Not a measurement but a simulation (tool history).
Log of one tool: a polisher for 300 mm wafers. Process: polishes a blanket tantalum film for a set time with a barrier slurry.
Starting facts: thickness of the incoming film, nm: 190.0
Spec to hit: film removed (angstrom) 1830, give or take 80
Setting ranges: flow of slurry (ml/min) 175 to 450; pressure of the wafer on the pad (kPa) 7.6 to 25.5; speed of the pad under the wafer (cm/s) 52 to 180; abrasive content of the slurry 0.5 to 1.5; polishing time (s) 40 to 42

run  hour  flow of slurry (ml/min)  pressure of the wafer on the pad (kPa)  speed of the pad under the wafer (cm/s)  abrasive content of the slurry  polishing time (s)  film removed (angstrom)
  1     0                      290                                    16.5                                      116                               1                  40                   1063.6
  2     2                      290                                    14.5                                      116                               1                  40                   939.28
  3     7                      290                                    17.9                                      118                               1                  40                   1198.9
  4   8.7                      235                                    17.9                                      118                               1                  40                     1141
  5  15.9                      235                                    19.3                                      118                               1                  40                   1247.2
  6  17.6                      245                                    21.4                                      118                               1                  40                   1377.5
  7  18.5                      245                                    22.8                                      120                               1                  40                     1508
  8  19.4                      245                                    23.4                                      122                               1                  40                   1523.1
  9  26.1                      245                                    24.1                                      126                               1                  40                   1681.9
 10  26.7                      245                                    24.8                                      126                               1                  40                   1735.8
 11  28.7                      245                                    24.8                                      126                               1                  40                   1713.6
 12  29.4                      245                                    24.8                                      128                               1                  40                   1732.4
 13  30.3                      245                                    24.8                                      130                               1                  40                   1760.7

Which of these 4 next moves meets every target?
  A  31.2                      345                                    21.4                                      108                            1.35                  42                        ?
  B  31.2                      240                                    23.4                                      140                               1                  42                        ?
  C  31.2                      205                                      20                                      148                            1.15                  41                        ?
  D  31.2                      275                                    25.5                                      108                            1.05                  42                        ?

move  film removed (angstrom)
   A                     1532
   B                   1855.7
   C                   1669.1
   D                   1656.8
A: the biggest miss grows against the last run
B: each result inside its tolerance
C: the biggest miss grows against the last run
D: the biggest miss grows against the last run
B is the move that brings every result within its allowed miss.
